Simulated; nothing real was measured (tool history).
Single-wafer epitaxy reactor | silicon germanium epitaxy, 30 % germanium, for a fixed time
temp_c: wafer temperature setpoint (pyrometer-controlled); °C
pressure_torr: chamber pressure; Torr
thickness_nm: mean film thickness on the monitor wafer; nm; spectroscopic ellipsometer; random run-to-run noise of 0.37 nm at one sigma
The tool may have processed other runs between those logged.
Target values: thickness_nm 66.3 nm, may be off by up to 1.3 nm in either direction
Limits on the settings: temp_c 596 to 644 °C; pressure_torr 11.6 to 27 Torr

{"run": 1, "hour": 0.0, "temp_c": 620, "pressure_torr": 19.3, "thickness_nm": 76.492}
{"run": 2, "hour": 6.0, "temp_c": 619, "pressure_torr": 19.3, "thickness_nm": 74.285}
{"run": 3, "hour": 6.6, "temp_c": 619, "pressure_torr": 16.4, "thickness_nm": 71.155}
{"run": 4, "hour": 7.7, "temp_c": 617, "pressure_torr": 16.3, "thickness_nm": 68.829}
{"run": 5, "hour": 16.5, "temp_c": 617, "pressure_torr": 18.8, "thickness_nm": 71.303}
{"run": 6, "hour": 18.7, "temp_c": 625, "pressure_torr": 18.8, "thickness_nm": 83.48}
{"run": 7, "hour": 27.5, "temp_c": 624, "pressure_torr": 18.8, "thickness_nm": 81.612}
{"run": 8, "hour": 29.9, "temp_c": 623, "pressure_torr": 18.8, "thickness_nm": 79.985}
{"run": 9, "hour": 30.6, "temp_c": 622, "pressure_torr": 18.8, "thickness_nm": 78.341}
{"run": 10, "hour": 33.5, "temp_c": 621, "pressure_torr": 18.8, "thickness_nm": 77.526}
{"run": 11, "hour": 41.6, "temp_c": 620, "pressure_torr": 18.8, "thickness_nm": 75.233}
{"run": 12, "hour": 44.3, "temp_c": 619, "pressure_torr": 18.8, "thickness_nm": 74.024}
{"run": 13, "hour": 46.6, "temp_c": 612, "pressure_torr": 18.6, "thickness_nm": 64.19}

Which single option among these 5 for the next run brings every result within its allowed miss of target? Just one does.
{"run": "A", "hour": 48.9, "temp_c": 610, "pressure_torr": 20.3, "thickness_nm": "?"}
{"run": "B", "hour": 48.9, "temp_c": 612, "pressure_torr": 17.9, "thickness_nm": "?"}
{"run": "C", "hour": 48.9, "temp_c": 610, "pressure_torr": 16.8, "thickness_nm": "?"}
{"run": "D", "hour": 48.9, "temp_c": 611, "pressure_torr": 22, "thickness_nm": "?"}
{"run": "E", "hour": 48.9, "temp_c": 609, "pressure_torr": 20.8, "thickness_nm": "?"}

move=A thickness_nm=63.373
move=B thickness_nm=63.591
move=C thickness_nm=59.944
move=D thickness_nm=66.28
move=E thickness_nm=62.548
A: the biggest miss grows against the last run
B: the biggest miss grows against the last run
C: the biggest miss grows against the last run
D: all results land within tolerance of their targets
E: the biggest miss grows against the last run
So the answer is move D, the one that meets all the targets.
